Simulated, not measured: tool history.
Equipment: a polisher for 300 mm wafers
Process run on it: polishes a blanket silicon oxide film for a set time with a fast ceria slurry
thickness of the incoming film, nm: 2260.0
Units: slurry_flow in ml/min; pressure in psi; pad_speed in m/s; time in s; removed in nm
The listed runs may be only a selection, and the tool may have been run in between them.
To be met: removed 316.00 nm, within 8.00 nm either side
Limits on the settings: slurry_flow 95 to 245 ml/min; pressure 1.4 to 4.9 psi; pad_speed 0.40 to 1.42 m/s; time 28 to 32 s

{"run": 1, "day": 0.0, "slurry_flow": 155, "pressure": 3.1, "pad_speed": 0.9, "time": 32, "removed": 487.62}
{"run": 2, "day": 0.338, "slurry_flow": 155, "pressure": 3.1, "pad_speed": 0.78, "time": 32, "removed": 428.91}
{"run": 3, "day": 0.583, "slurry_flow": 155, "pressure": 3.1, "pad_speed": 0.78, "time": 28, "removed": 374.2}
{"run": 4, "day": 0.767, "slurry_flow": 150, "pressure": 3.0, "pad_speed": 0.78, "time": 28, "removed": 362.7}
{"run": 5, "day": 0.812, "slurry_flow": 140, "pressure": 2.9, "pad_speed": 0.78, "time": 28, "removed": 340.79}
{"run": 6, "day": 0.896, "slurry_flow": 135, "pressure": 2.9, "pad_speed": 0.78, "time": 28, "removed": 341.07}
{"day": 1.146, "done": "worn pad replaced by a new one"}
{"run": 7, "day": 1.146, "slurry_flow": 125, "pressure": 2.9, "pad_speed": 0.78, "time": 28, "removed": 360.99}
{"run": 8, "day": 1.438, "slurry_flow": 140, "pressure": 2.9, "pad_speed": 0.78, "time": 28, "removed": 376.0}
{"run": 9, "day": 1.746, "slurry_flow": 95, "pressure": 2.5, "pad_speed": 0.78, "time": 28, "removed": 295.73}

Which one of the following 4 next-run settings gets every result inside its allowed miss? There is exactly one.
{"run": "A", "day": 2.054, "slurry_flow": 95, "pressure": 2.5, "pad_speed": 0.84, "time": 30, "removed": "?"}
{"run": "B", "day": 2.054, "slurry_flow": 115, "pressure": 2.6, "pad_speed": 0.76, "time": 30, "removed": "?"}
{"run": "C", "day": 2.054, "slurry_flow": 100, "pressure": 2.3, "pad_speed": 0.78, "time": 32, "removed": "?"}
{"run": "D", "day": 2.054, "slurry_flow": 110, "pressure": 2.5, "pad_speed": 0.78, "time": 31, "removed": "?"}

move=A removed=338.34
move=B removed=333.17
move=C removed=313.93
move=D removed=336.69
A: the result that was furthest off in the last run now lies on the other side of its target
B: the result that was furthest off in the last run now lies on the other side of its target
C: every result within its allowed miss
D: the result that was furthest off in the last run now lies on the other side of its target
So the answer is move C, the one that meets all the targets.

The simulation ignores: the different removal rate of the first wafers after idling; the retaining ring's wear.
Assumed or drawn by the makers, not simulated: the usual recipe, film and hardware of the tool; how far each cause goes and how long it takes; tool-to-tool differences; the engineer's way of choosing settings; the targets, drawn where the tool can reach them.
